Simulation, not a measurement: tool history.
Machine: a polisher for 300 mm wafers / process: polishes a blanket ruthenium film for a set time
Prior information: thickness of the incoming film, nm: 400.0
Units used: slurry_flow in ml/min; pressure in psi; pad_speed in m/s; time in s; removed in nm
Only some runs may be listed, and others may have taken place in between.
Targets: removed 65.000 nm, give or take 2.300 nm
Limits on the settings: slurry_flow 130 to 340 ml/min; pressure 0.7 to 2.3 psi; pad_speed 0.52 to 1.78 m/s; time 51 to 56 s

| run | day | slurry_flow | pressure | pad_speed | time | removed |
|---|---|---|---|---|---|---|
| 1 | 0.000 | 220 | 1.5 | 1.14 | 56 | 41.641 |
| 2 | 0.362 | 220 | 1.7 | 1.14 | 56 | 47.142 |
| 3 | 0.458 | 220 | 1.9 | 1.14 | 56 | 52.665 |
| 4 | 0.667 | 220 | 1.9 | 0.86 | 56 | 39.455 |
| 5 | 0.742 | 220 | 1.9 | 1.04 | 56 | 47.902 |
| 6 | 0.992 | 170 | 1.9 | 1.04 | 56 | 45.692 |
| 7 | 1.321 | 185 | 2.0 | 1.06 | 56 | 50.441 |
| 8 | 1.617 | 195 | 2.1 | 1.08 | 56 | 52.558 |
| 9 | 1.838 | 200 | 2.2 | 1.12 | 56 | 59.286 |
| 10 | 2.083 | 205 | 2.2 | 1.12 | 56 | 57.917 |
| 11 | 2.408 | 205 | 2.2 | 1.14 | 56 | 59.349 |
| 12 | 2.588 | 205 | 2.2 | 1.16 | 56 | 60.974 |
| 13 | 2.717 | 210 | 2.2 | 1.16 | 56 | 60.190 |
| 14 | 2.792 | 210 | 2.2 | 1.18 | 56 | 61.488 |

Below are 5 possible settings for the next run. Only one of them brings all results inside the allowed miss of their targets. Which is it?
| A | 2.867 | 150 | 2.2 | 1.28 | 52 | ? |
| B | 2.867 | 240 | 2.2 | 1.22 | 51 | ? |
| C | 2.867 | 130 | 2.3 | 1.20 | 51 | ? |
| D | 2.867 | 225 | 2.3 | 1.32 | 51 | ? |
| E | 2.867 | 270 | 2.2 | 1.20 | 53 | ? |

| move | removed |
|---|---|
| A | 59.729 |
| B | 58.389 |
| C | 56.568 |
| D | 65.304 |
| E | 60.338 |
A: lands further from the targets than the last run did
B: lands further from the targets than the last run did
C: lands further from the targets than the last run did
D: every result lands within tolerance
E: lands further from the targets than the last run did
The move that meets every target is D.

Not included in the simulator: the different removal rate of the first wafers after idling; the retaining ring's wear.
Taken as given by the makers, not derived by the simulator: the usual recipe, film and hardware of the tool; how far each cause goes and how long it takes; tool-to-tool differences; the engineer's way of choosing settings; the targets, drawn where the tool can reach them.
